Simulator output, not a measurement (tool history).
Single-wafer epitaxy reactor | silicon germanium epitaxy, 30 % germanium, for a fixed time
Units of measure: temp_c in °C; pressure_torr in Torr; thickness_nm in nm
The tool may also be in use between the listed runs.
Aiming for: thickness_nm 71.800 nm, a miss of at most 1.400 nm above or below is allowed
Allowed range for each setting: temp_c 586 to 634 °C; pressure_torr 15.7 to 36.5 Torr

Run 1, day 0.000: temp_c 610 °C, pressure_torr 26.1 Torr. Result: thickness_nm 74.762 nm.
Run 2, day 0.058: temp_c 609 °C, pressure_torr 26.1 Torr. Result: thickness_nm 73.448 nm.
Run 3, day 0.388: temp_c 609 °C, pressure_torr 29.4 Torr. Result: thickness_nm 78.774 nm.
Run 4, day 0.488: temp_c 609 °C, pressure_torr 31.2 Torr. Result: thickness_nm 81.439 nm.
Run 5, day 0.858: temp_c 607 °C, pressure_torr 31.2 Torr. Result: thickness_nm 79.010 nm.
Run 6, day 1.171: temp_c 606 °C, pressure_torr 31.2 Torr. Result: thickness_nm 77.017 nm.
Run 7, day 1.221: temp_c 605 °C, pressure_torr 31.2 Torr. Result: thickness_nm 75.715 nm.
Run 8, day 1.308: temp_c 604 °C, pressure_torr 31.2 Torr. Result: thickness_nm 75.733 nm.
Run 9, day 1.404: temp_c 603 °C, pressure_torr 31.2 Torr. Result: thickness_nm 73.431 nm.

Pick the move, out of 5, that brings all results within their allowed miss; only one does.
Run A, day 1.500: temp_c 601 °C, pressure_torr 34.1 Torr. Result: thickness_nm ?.
Run B, day 1.500: temp_c 604 °C, pressure_torr 31.3 Torr. Result: thickness_nm ?.
Run C, day 1.500: temp_c 604 °C, pressure_torr 31.8 Torr. Result: thickness_nm ?.
Run D, day 1.500: temp_c 606 °C, pressure_torr 29.7 Torr. Result: thickness_nm ?.
Run E, day 1.500: temp_c 601 °C, pressure_torr 31.6 Torr. Result: thickness_nm ?.

move  thickness_nm
   A        75.606
   B        75.727
   C        76.392
   D        75.929
   E        72.537
A: misses by more than the last run did
B: misses by more than the last run did
C: misses by more than the last run did
D: misses by more than the last run did
E: all results land within tolerance of their targets
Move E is the one to make.
